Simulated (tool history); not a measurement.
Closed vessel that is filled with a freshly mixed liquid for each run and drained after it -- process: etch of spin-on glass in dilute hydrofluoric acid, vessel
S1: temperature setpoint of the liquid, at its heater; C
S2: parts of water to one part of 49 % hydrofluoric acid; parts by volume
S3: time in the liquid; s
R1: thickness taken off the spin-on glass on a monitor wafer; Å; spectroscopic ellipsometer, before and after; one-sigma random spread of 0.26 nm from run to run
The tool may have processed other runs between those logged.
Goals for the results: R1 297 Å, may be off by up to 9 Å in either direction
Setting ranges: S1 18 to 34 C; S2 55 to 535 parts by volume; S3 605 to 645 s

| run | hour | S1 | S2 | S3 | R1 |
|---|---|---|---|---|---|
| 1 | 0 | 26 | 295 | 605 | 626.8 |
| 2 | 3.4 | 23 | 295 | 605 | 563.1 |
| 3 | 7.2 | 23 | 195 | 605 | 943.79 |
| 4 | 13.7 | 23 | 195 | 645 | 991.12 |
| 5 | 15.3 | 20 | 195 | 645 | 903.81 |
| 6 | 22.6 | 23 | 195 | 645 | 1007 |
| 7 | 26.1 | 21.5 | 270 | 645 | 637.13 |
| 8 | 28.4 | 20.5 | 310 | 645 | 520.85 |
| 9 | 32.6 | 20 | 340 | 645 | 447.33 |
| 10 | 37.1 | 19.5 | 365 | 645 | 410.95 |
| 11 | 45.2 | 19 | 385 | 645 | 368.72 |
| 12 | 49.6 | 18.5 | 400 | 645 | 342.07 |
| 13 | 55.7 | 18.5 | 410 | 645 | 335.28 |
| 14 | 64.2 | 18.5 | 420 | 645 | 323.75 |
| 15 | 70.9 | 18.5 | 425 | 645 | 321.21 |
| 16 | 78.8 | 18.5 | 430 | 645 | 315.11 |
| 17 | 84.5 | 18.5 | 435 | 645 | 308.53 |

Which one of the following 4 next-run settings gets every result inside its allowed miss? There is exactly one.
| A | 90.2 | 18 | 405 | 620 | ? |
| B | 90.2 | 18 | 420 | 645 | ? |
| C | 90.2 | 18.5 | 425 | 605 | ? |
| D | 90.2 | 18 | 390 | 605 | ? |

| move | R1 |
|---|---|
| A | 325.25 |
| B | 322.37 |
| C | 302.81 |
| D | 333.63 |
A: further off than the last run
B: further off than the last run
C: every result lands within tolerance
D: further off than the last run
Move C is the one to make.
